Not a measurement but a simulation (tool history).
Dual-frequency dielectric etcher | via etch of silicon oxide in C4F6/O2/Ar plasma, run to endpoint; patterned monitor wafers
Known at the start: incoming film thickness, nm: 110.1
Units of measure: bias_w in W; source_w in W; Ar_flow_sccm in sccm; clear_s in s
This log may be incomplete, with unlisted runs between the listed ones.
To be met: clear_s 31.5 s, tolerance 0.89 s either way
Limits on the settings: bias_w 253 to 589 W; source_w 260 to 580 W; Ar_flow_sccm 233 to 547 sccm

run	day	bias_w	source_w	Ar_flow_sccm	clear_s
1	0	421	420	390	24.41
2	0.138	421	420	436	24.531
3	0.508	492	420	436	23.392
4	0.667	455	390	445	25.312
5	0.704	492	390	445	24.681
6	0.742	469	370	449	25.814
7	0.992	447	360	451	27.009
8	1.221	426	350	452	27.939
9	1.562	410	350	453	28.001
10	1.617	394	340	454	29.736
11	1.904	387	340	454	29.398
12	2.262	378	340	454	29.703
13	2.404	370	340	454	29.458
14	2.638	361	340	454	30.05
15	2.775	355	340	454	29.675
16	2.838	347	340	454	30.249
17	2.879	341	340	454	30.514

Pick the move, out of 5, that brings all results within their allowed miss; only one does.
A	2.921	253	390	350	?
B	2.921	293	400	490	?
C	2.921	310	330	407	?
D	2.921	348	360	486	?
E	2.921	332	380	485	?

move	clear_s
A	29.272
B	28.751
C	31.423
D	29.132
E	28.552
A: moves away from the targets compared with the last run
B: moves away from the targets compared with the last run
C: all results in spec
D: moves away from the targets compared with the last run
E: moves away from the targets compared with the last run
The right move is C.
